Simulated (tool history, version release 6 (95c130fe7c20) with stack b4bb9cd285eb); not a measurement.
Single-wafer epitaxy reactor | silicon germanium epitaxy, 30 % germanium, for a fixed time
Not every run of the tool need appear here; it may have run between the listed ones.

| run | day | wafer temperature setpoint (pyrometer-controlled) (°C) | chamber pressure (Torr) | mean film thickness on the monitor wafer (Å) |
|---|---|---|---|---|
| 1 | 0 | 595 | 27.1 | 616.08 |
| 2 | 0.104 | 595 | 31.2 | 656.61 |
| 3 | 0.354 | 599 | 31.4 | 708.03 |
| 4 | 0.421 | 599 | 35.5 | 746.73 |
| 5 | 0.792 | 601 | 35.6 | 776.44 |
| 6 | 1.05 | 590 | 35.6 | 643.39 |

Run 7 comes next. What will it give?
| 7 | 1.167 | 590 | 35.6 | ? |

Logged for run 7: mean film thickness on the monitor wafer (Å) 646.31.
